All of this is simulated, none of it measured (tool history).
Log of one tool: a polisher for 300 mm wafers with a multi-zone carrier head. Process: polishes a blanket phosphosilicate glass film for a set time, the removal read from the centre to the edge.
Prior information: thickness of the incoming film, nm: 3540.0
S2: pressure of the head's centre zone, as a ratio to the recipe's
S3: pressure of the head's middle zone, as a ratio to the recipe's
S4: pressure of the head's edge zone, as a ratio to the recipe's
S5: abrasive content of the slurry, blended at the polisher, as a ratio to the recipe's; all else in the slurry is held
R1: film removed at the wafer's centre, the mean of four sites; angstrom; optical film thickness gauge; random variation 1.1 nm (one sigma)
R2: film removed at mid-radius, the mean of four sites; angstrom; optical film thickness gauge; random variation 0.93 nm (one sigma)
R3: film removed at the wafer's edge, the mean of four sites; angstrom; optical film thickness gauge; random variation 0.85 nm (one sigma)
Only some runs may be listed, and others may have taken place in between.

run 1 day=0.000 | flow_of_slurry_(ml/min)=295 S2=1.00 S3=1.00 S4=1.00 S5=1.00 polishing_time_(s)=31 | R1=2017.5 R2=1963.7 R3=1917.6
run 2 day=0.358 | flow_of_slurry_(ml/min)=295 S2=1.00 S3=1.00 S4=1.00 S5=1.00 polishing_time_(s)=38 | R1=2498.3 R2=2366.3 R3=2370.3
run 3 day=0.525 | flow_of_slurry_(ml/min)=280 S2=0.95 S3=0.96 S4=0.99 S5=0.85 polishing_time_(s)=33 | R1=1889.8 R2=1881.6 R3=1913.8
run 4 day=0.779 | flow_of_slurry_(ml/min)=270 S2=0.92 S3=0.92 S4=0.97 S5=0.75 polishing_time_(s)=29 | R1=1499.1 R2=1545.1 R3=1542.8
run 5 day=0.883 | flow_of_slurry_(ml/min)=260 S2=0.90 S3=0.89 S4=0.98 S5=0.70 polishing_time_(s)=27 | R1=1309.1 R2=1360.7 R3=1405.6
run 6 day=1.150 | flow_of_slurry_(ml/min)=250 S2=0.89 S3=0.87 S4=0.98 S5=0.65 polishing_time_(s)=26 | R1=1191.0 R2=1221.4 R3=1302.6
run 7 day=1.275 | flow_of_slurry_(ml/min)=240 S2=0.87 S3=0.85 S4=0.96 S5=0.60 polishing_time_(s)=26 | R1=1164.1 R2=1173.7 R3=1243.0
run 8 day=1.504 | flow_of_slurry_(ml/min)=235 S2=0.85 S3=0.85 S4=0.96 S5=0.55 polishing_time_(s)=25 | R1=1044.2 R2=1061.0 R3=1142.4
run 9 day=1.675 | flow_of_slurry_(ml/min)=230 S2=0.84 S3=0.86 S4=0.96 S5=0.55 polishing_time_(s)=25 | R1=1021.8 R2=1073.5 R3=1138.3

Estimate the outcome of run 10 from the log above:
run 10 day=1.862 | flow_of_slurry_(ml/min)=220 S2=0.83 S3=0.86 S4=0.96 S5=0.55 polishing_time_(s)=25 | R1=? R2=? R3=?

R1: 1014.6 angstrom
R2: 1072.6 angstrom
R3: 1139.3 angstrom
